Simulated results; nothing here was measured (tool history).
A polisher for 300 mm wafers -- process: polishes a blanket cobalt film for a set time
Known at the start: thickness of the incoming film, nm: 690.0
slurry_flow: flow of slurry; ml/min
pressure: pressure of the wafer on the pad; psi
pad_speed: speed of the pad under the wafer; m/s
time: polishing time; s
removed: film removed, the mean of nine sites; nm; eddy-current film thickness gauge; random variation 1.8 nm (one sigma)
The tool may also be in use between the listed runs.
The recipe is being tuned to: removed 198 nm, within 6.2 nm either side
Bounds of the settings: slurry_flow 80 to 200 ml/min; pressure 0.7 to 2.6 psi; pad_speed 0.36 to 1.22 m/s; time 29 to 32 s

Run 1, hour 0: slurry_flow 130 ml/min, pressure 1.6 psi, pad_speed 0.78 m/s, time 32 s. Result: removed 110.39 nm.
Run 2, hour 5.6: slurry_flow 145 ml/min, pressure 1.6 psi, pad_speed 0.78 m/s, time 32 s. Result: removed 113.55 nm.
Run 3, hour 11.3: slurry_flow 145 ml/min, pressure 1.6 psi, pad_speed 0.92 m/s, time 32 s. Result: removed 132.47 nm.
Run 4, hour 19: slurry_flow 150 ml/min, pressure 1.7 psi, pad_speed 0.92 m/s, time 32 s. Result: removed 144.06 nm.
Run 5, hour 21.8: slurry_flow 120 ml/min, pressure 1.7 psi, pad_speed 0.92 m/s, time 32 s. Result: removed 136.78 nm.
Run 6, hour 24.8: slurry_flow 120 ml/min, pressure 2 psi, pad_speed 0.92 m/s, time 32 s. Result: removed 156.43 nm.
Run 7, hour 30.5: slurry_flow 130 ml/min, pressure 2.1 psi, pad_speed 0.92 m/s, time 32 s. Result: removed 162.05 nm.
Run 8, hour 32.8: slurry_flow 135 ml/min, pressure 2.2 psi, pad_speed 0.92 m/s, time 32 s. Result: removed 169.14 nm.
Run 9, hour 34.4: slurry_flow 135 ml/min, pressure 2.3 psi, pad_speed 0.92 m/s, time 32 s. Result: removed 176.25 nm.

4 candidate next runs follow, results not yet known. Just one meets every target within its allowed miss. Identify it.
Run A, hour 36: slurry_flow 135 ml/min, pressure 2.6 psi, pad_speed 1 m/s, time 32 s. Result: removed ?.
Run B, hour 36: slurry_flow 165 ml/min, pressure 2.3 psi, pad_speed 1 m/s, time 30 s. Result: removed ?.
Run C, hour 36: slurry_flow 85 ml/min, pressure 2.3 psi, pad_speed 1.06 m/s, time 32 s. Result: removed ?.
Run D, hour 36: slurry_flow 160 ml/min, pressure 2.6 psi, pad_speed 0.92 m/s, time 32 s. Result: removed ?.

move  removed
   A   210.85
   B   184.71
   C   184.78
   D   199.66
A: takes the biggest miss from the last run beyond its target
B: gains on the last run, yet a result remains outside its allowed miss
C: gains on the last run, yet a result remains outside its allowed miss
D: every result lands within tolerance
The move that meets every target is D.
